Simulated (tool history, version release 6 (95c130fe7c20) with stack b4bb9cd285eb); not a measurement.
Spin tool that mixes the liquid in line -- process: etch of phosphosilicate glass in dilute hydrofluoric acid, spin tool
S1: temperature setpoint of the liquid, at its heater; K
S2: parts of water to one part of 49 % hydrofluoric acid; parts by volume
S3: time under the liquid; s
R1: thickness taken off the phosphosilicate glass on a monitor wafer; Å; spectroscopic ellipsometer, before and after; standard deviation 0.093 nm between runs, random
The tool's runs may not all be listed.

run 1 hour=0.0 | S1=298.15 S2=155 S3=15 | R1=140.76
run 2 hour=4.1 | S1=296.15 S2=155 S3=15 | R1=128.83
run 3 hour=8.5 | S1=295.15 S2=155 S3=15 | R1=124.32
run 4 hour=10.5 | S1=295.15 S2=130 S3=15 | R1=154.67
run 5 hour=17.9 | S1=295.15 S2=130 S3=15 | R1=152.57
run 6 hour=23.9 | S1=293.65 S2=135 S3=15 | R1=136.37
run 7 hour=26.7 | S1=293.65 S2=135 S3=15 | R1=137.29

Estimate the outcome of run 8 from the log above:
-- hour=34.8 hydrofluoric acid flow meter replaced
run 8 hour=34.8 | S1=292.65 S2=140 S3=15 | R1=?

Run 8 produced R1 142.98 Å.

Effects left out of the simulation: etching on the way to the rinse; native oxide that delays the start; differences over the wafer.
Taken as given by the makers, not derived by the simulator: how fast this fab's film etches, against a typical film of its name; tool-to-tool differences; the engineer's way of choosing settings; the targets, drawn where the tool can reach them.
